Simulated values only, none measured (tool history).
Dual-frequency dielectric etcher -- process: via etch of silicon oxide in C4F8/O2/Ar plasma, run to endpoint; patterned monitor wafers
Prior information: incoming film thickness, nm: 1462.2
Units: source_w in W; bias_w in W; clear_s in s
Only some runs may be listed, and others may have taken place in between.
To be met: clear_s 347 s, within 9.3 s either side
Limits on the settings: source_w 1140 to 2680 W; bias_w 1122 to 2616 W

run  hour  source_w  bias_w  clear_s
  1     0      1910    1869    303.5
  2   8.6      1820    1836    313.7
  3    17      1760    1818   320.77
  4  19.4      1760    1624   332.18
  5  21.1      1730    1617    331.6
  6  26.4      1730    1734   331.83
  7  31.9      1500    1667   368.82
  8  35.8      1520    1671   363.51
  9  43.6      1520    1671   361.21
 10  50.3      1540    1674   358.16
 11    52      1550    1677   357.48

5 next moves are on the table. One of them brings every result within its allowed miss. Which?
  A  53.7      1610    1676        ?
  B  53.7      1840    1509        ?
  C  53.7      1530    1511        ?
  D  53.7      1360    1999        ?
  E  53.7      1610    1412        ?

move  clear_s
   A   347.99
   B   327.69
   C   373.26
   D   374.71
   E   366.95
A: each result inside its tolerance
B: moves the result that the last run missed by most past its target, out the other side
C: the biggest miss grows against the last run
D: the biggest miss grows against the last run
E: the biggest miss grows against the last run
So the answer is move A, the one that meets all the targets.
